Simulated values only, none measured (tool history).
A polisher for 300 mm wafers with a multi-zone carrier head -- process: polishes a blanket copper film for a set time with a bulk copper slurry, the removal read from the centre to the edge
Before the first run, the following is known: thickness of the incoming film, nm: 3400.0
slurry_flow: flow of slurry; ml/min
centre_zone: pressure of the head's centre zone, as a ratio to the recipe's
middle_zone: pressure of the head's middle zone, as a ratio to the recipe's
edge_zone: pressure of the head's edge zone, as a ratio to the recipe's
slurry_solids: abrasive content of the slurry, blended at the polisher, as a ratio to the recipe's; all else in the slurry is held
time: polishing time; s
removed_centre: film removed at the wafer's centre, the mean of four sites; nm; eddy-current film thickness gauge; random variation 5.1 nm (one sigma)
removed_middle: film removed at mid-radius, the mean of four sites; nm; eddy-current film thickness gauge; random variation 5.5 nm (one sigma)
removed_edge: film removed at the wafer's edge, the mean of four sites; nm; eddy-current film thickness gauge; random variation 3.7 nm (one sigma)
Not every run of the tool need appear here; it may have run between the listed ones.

Run 1, day 0.000: slurry_flow 215 ml/min, centre_zone 1.00, middle_zone 1.00, edge_zone 1.00, slurry_solids 1.00, time 34 s. Result: removed_centre 343.56 nm, removed_middle 345.23 nm, removed_edge 340.51 nm.
Run 2, day 0.054: slurry_flow 225 ml/min, centre_zone 1.01, middle_zone 1.00, edge_zone 1.04, slurry_solids 1.10, time 34 s. Result: removed_centre 359.56 nm, removed_middle 351.38 nm, removed_edge 355.10 nm.
Run 3, day 0.167: slurry_flow 225 ml/min, centre_zone 1.01, middle_zone 1.00, edge_zone 1.04, slurry_solids 1.10, time 31 s. Result: removed_centre 328.58 nm, removed_middle 322.19 nm, removed_edge 321.94 nm.
Run 4, day 0.233: slurry_flow 225 ml/min, centre_zone 1.00, middle_zone 1.00, edge_zone 1.07, slurry_solids 1.20, time 32 s. Result: removed_centre 339.30 nm, removed_middle 342.27 nm, removed_edge 350.34 nm.
Run 5, day 0.429: slurry_flow 185 ml/min, centre_zone 1.00, middle_zone 1.00, edge_zone 1.07, slurry_solids 1.20, time 32 s. Result: removed_centre 336.09 nm, removed_middle 326.84 nm, removed_edge 337.37 nm.
Run 6, day 0.771: slurry_flow 225 ml/min, centre_zone 1.00, middle_zone 1.00, edge_zone 1.07, slurry_solids 1.20, time 32 s. Result: removed_centre 339.06 nm, removed_middle 333.55 nm, removed_edge 346.53 nm.
Run 7, day 1.004: slurry_flow 235 ml/min, centre_zone 1.01, middle_zone 1.02, edge_zone 1.09, slurry_solids 1.30, time 32 s. Result: removed_centre 358.35 nm, removed_middle 349.42 nm, removed_edge 351.30 nm.
Run 8, day 1.162: slurry_flow 240 ml/min, centre_zone 1.00, middle_zone 1.02, edge_zone 1.11, slurry_solids 1.35, time 33 s. Result: removed_centre 361.28 nm, removed_middle 376.64 nm, removed_edge 372.32 nm.

Expected results for the next run?
Run 9, day 1.238: slurry_flow 245 ml/min, centre_zone 1.01, middle_zone 1.01, edge_zone 1.13, slurry_solids 1.40, time 33 s. Result: removed_centre ?, removed_middle ?, removed_edge ?.

{"run 9": {"removed_centre": 377.26, "removed_middle": 370.13, "removed_edge": 388.82}}
